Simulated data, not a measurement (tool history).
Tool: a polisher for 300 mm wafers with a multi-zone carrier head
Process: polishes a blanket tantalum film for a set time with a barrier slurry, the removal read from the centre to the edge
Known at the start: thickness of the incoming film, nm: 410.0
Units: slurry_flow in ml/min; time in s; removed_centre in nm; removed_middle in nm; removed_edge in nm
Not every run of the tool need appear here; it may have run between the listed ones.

Run 1, hour 0.0: slurry_flow 125 ml/min, centre_zone 1.00, middle_zone 1.00, edge_zone 1.00, slurry_solids 1.00, time 49 s. Result: removed_centre 112.68 nm, removed_middle 111.76 nm, removed_edge 112.12 nm.
Run 2, hour 5.6: slurry_flow 130 ml/min, centre_zone 1.01, middle_zone 0.99, edge_zone 1.02, slurry_solids 1.05, time 49 s. Result: removed_centre 115.80 nm, removed_middle 110.58 nm, removed_edge 116.27 nm.
Run 3, hour 8.2: slurry_flow 130 ml/min, centre_zone 1.01, middle_zone 0.99, edge_zone 0.96, slurry_solids 1.05, time 49 s. Result: removed_centre 119.50 nm, removed_middle 109.18 nm, removed_edge 113.21 nm.
Run 4, hour 15.3: slurry_flow 130 ml/min, centre_zone 1.05, middle_zone 0.99, edge_zone 0.96, slurry_solids 1.05, time 49 s. Result: removed_centre 120.58 nm, removed_middle 110.51 nm, removed_edge 113.45 nm.
Run 5, hour 17.3: slurry_flow 130 ml/min, centre_zone 0.98, middle_zone 0.99, edge_zone 0.96, slurry_solids 1.05, time 49 s. Result: removed_centre 113.55 nm, removed_middle 110.60 nm, removed_edge 115.16 nm.
Run 6, hour 20.2: slurry_flow 135 ml/min, centre_zone 0.99, middle_zone 0.99, edge_zone 0.96, slurry_solids 1.10, time 49 s. Result: removed_centre 115.23 nm, removed_middle 114.28 nm, removed_edge 117.51 nm.
Run 7, hour 26.8: slurry_flow 140 ml/min, centre_zone 1.01, middle_zone 0.98, edge_zone 0.96, slurry_solids 1.15, time 50 s. Result: removed_centre 124.41 nm, removed_middle 119.34 nm, removed_edge 120.30 nm.
Run 8, hour 31.6: slurry_flow 155 ml/min, centre_zone 1.07, middle_zone 0.88, edge_zone 1.06, slurry_solids 1.40, time 55 s. Result: removed_centre 150.94 nm, removed_middle 123.30 nm, removed_edge 148.58 nm.

Run 9 has not been measured yet. What should we expect?
Run 9, hour 34.8: slurry_flow 160 ml/min, centre_zone 1.07, middle_zone 0.88, edge_zone 1.06, slurry_solids 1.40, time 55 s. Result: removed_centre ?, removed_middle ?, removed_edge ?.

{"run 9": {"removed_centre": 159.04, "removed_middle": 127.37, "removed_edge": 151.8}}

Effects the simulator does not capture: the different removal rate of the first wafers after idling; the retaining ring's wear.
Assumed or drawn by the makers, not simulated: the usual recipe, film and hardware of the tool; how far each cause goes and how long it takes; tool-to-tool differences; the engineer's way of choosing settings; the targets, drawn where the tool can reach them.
